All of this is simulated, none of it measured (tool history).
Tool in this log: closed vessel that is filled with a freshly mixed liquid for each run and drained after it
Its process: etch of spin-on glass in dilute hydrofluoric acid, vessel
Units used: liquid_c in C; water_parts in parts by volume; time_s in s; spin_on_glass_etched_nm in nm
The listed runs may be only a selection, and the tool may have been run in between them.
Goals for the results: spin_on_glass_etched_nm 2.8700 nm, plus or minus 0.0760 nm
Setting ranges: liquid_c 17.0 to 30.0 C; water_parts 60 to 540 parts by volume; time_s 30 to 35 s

run 1 hour=0.0 | liquid_c=22.0 water_parts=300 time_s=35 | spin_on_glass_etched_nm=2.3250
run 2 hour=3.5 | liquid_c=22.0 water_parts=300 time_s=30 | spin_on_glass_etched_nm=1.9814
run 3 hour=12.8 | liquid_c=23.5 water_parts=295 time_s=30 | spin_on_glass_etched_nm=2.1494
run 4 hour=21.2 | liquid_c=24.0 water_parts=280 time_s=30 | spin_on_glass_etched_nm=2.3052
run 5 hour=27.1 | liquid_c=24.5 water_parts=270 time_s=30 | spin_on_glass_etched_nm=2.4731
run 6 hour=29.3 | liquid_c=26.5 water_parts=270 time_s=30 | spin_on_glass_etched_nm=2.6677
run 7 hour=37.5 | liquid_c=27.0 water_parts=270 time_s=30 | spin_on_glass_etched_nm=2.7203
run 8 hour=42.7 | liquid_c=27.5 water_parts=270 time_s=30 | spin_on_glass_etched_nm=2.7741

Consider the 4 candidate settings below. Which is the only one whose results all fall within their allowed miss of target?
run A hour=47.9 | liquid_c=29.0 water_parts=285 time_s=30 | spin_on_glass_etched_nm=?
run B hour=47.9 | liquid_c=30.0 water_parts=315 time_s=35 | spin_on_glass_etched_nm=?
run C hour=47.9 | liquid_c=30.0 water_parts=290 time_s=30 | spin_on_glass_etched_nm=?
run D hour=47.9 | liquid_c=27.5 water_parts=275 time_s=35 | spin_on_glass_etched_nm=?

move=A spin_on_glass_etched_nm=2.7432
move=B spin_on_glass_etched_nm=2.8949
move=C spin_on_glass_etched_nm=2.7701
move=D spin_on_glass_etched_nm=3.1892
A: further off than the last run
B: every result lands within tolerance
C: about the same distance from the targets as the last run
D: carries the result that was furthest off beyond its target, to the other side
Correct choice: B, which meets every target

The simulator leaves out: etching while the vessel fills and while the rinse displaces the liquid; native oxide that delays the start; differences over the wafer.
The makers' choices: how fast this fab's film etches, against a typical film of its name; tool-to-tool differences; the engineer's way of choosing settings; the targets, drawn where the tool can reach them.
